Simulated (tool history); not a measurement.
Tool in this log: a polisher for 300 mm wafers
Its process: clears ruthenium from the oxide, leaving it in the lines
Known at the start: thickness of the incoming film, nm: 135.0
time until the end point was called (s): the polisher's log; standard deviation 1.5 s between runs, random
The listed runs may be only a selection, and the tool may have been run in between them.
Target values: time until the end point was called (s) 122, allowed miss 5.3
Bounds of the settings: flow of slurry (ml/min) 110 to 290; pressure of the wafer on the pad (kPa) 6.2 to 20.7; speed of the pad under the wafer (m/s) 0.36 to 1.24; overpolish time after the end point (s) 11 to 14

run	day	flow of slurry (ml/min)	pressure of the wafer on the pad (kPa)	speed of the pad under the wafer (m/s)	overpolish time after the end point (s)	time until the end point was called (s)
1	0	185	13.1	0.8	14	173.27
2	0.042	185	13.8	0.8	14	168.02
3	0.296	185	13.8	0.8	11	169.13
4	0.617	185	13.8	0.94	11	148.09
5	0.771	185	13.8	0.94	11	147.4
6	1.067	185	14.5	0.94	11	139.17
7	1.375	190	15.2	0.94	11	128.69
8	1.729	195	15.2	0.94	11	131.06

Which one of the following 4 next-run settings gets every result inside its allowed miss? There is exactly one.
A	2.083	235	15.9	0.84	14	?
B	2.083	205	13.8	0.86	11	?
C	2.083	145	15.2	0.88	14	?
D	2.083	235	15.9	0.94	11	?

move	time until the end point was called (s)
A	136.46
B	154.84
C	145.19
D	122.31
A: the biggest miss grows against the last run
B: the biggest miss grows against the last run
C: the biggest miss grows against the last run
D: all results in spec
D is the move that brings every result within its allowed miss.

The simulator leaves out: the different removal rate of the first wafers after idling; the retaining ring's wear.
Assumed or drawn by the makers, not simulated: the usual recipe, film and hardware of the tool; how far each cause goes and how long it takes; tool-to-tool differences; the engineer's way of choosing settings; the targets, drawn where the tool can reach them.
